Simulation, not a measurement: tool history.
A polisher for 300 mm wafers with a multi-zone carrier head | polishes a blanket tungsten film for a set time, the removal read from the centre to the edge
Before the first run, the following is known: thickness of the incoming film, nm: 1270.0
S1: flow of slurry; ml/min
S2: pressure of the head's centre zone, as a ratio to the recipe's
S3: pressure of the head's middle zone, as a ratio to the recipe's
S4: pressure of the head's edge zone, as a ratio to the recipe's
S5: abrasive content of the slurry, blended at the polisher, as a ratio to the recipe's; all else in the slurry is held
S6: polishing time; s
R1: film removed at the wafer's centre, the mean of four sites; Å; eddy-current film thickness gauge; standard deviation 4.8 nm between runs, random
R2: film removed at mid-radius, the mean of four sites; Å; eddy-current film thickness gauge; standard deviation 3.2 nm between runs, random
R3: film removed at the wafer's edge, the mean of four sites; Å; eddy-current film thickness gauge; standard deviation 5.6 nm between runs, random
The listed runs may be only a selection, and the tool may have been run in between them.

Run 1, hour 0.0: S1 280 ml/min, S2 1.00, S3 1.00, S4 1.00, S5 1.00, S6 35 s. Result: R1 3035.8 Å, R2 3103.0 Å, R3 3102.4 Å.
Run 2, hour 8.0: S1 280 ml/min, S2 1.00, S3 1.00, S4 1.00, S5 1.00, S6 42 s. Result: R1 3687.5 Å, R2 3672.2 Å, R3 3804.9 Å.
Run 3, hour 12.9: S1 280 ml/min, S2 1.00, S3 1.00, S4 0.92, S5 1.00, S6 42 s. Result: R1 3735.6 Å, R2 3754.6 Å, R3 3676.1 Å.
Run 4, hour 19.4: S1 240 ml/min, S2 1.00, S3 1.00, S4 0.92, S5 1.00, S6 42 s. Result: R1 3608.7 Å, R2 3614.9 Å, R3 3588.6 Å.
Run 5, hour 20.2: S1 240 ml/min, S2 1.00, S3 1.00, S4 0.87, S5 1.00, S6 42 s. Result: R1 3722.0 Å, R2 3661.7 Å, R3 3493.4 Å.
Run 6, hour 25.8: S1 240 ml/min, S2 1.00, S3 1.00, S4 0.81, S5 1.00, S6 42 s. Result: R1 3646.9 Å, R2 3706.3 Å, R3 3358.0 Å.
Run 7, hour 32.6: S1 250 ml/min, S2 1.02, S3 0.99, S4 0.83, S5 1.05, S6 42 s. Result: R1 3781.8 Å, R2 3724.3 Å, R3 3513.8 Å.
Run 8, hour 36.8: S1 260 ml/min, S2 1.04, S3 0.98, S4 0.84, S5 1.05, S6 42 s. Result: R1 3872.2 Å, R2 3655.9 Å, R3 3559.2 Å.
Run 9, hour 45.2: S1 270 ml/min, S2 1.06, S3 0.98, S4 0.85, S5 1.05, S6 42 s. Result: R1 3950.3 Å, R2 3655.2 Å, R3 3574.8 Å.
Run 10, hour 51.8: S1 280 ml/min, S2 1.07, S3 0.98, S4 0.86, S5 1.05, S6 42 s. Result: R1 3917.0 Å, R2 3700.9 Å, R3 3579.9 Å.
Run 11, hour 54.3: S1 285 ml/min, S2 1.08, S3 0.97, S4 0.86, S5 1.10, S6 42 s. Result: R1 4035.4 Å, R2 3715.8 Å, R3 3649.1 Å.
Run 12, hour 61.3: S1 290 ml/min, S2 1.09, S3 0.97, S4 0.87, S5 1.15, S6 42 s. Result: R1 4220.2 Å, R2 3722.2 Å, R3 3617.0 Å.
Run 13, hour 68.1: S1 295 ml/min, S2 1.09, S3 0.97, S4 0.89, S5 1.15, S6 42 s. Result: R1 4187.3 Å, R2 3793.2 Å, R3 3662.0 Å.
Run 14, hour 75.7: S1 295 ml/min, S2 1.09, S3 0.97, S4 0.89, S5 1.15, S6 42 s. Result: R1 4254.1 Å, R2 3765.6 Å, R3 3790.1 Å.

What will run 15 give?
Run 15, hour 80.0: S1 300 ml/min, S2 1.10, S3 0.97, S4 0.90, S5 1.15, S6 42 s. Result: R1 ?, R2 ?, R3 ?.

R1: 4229.7 Å
R2: 3773.4 Å
R3: 3745.0 Å
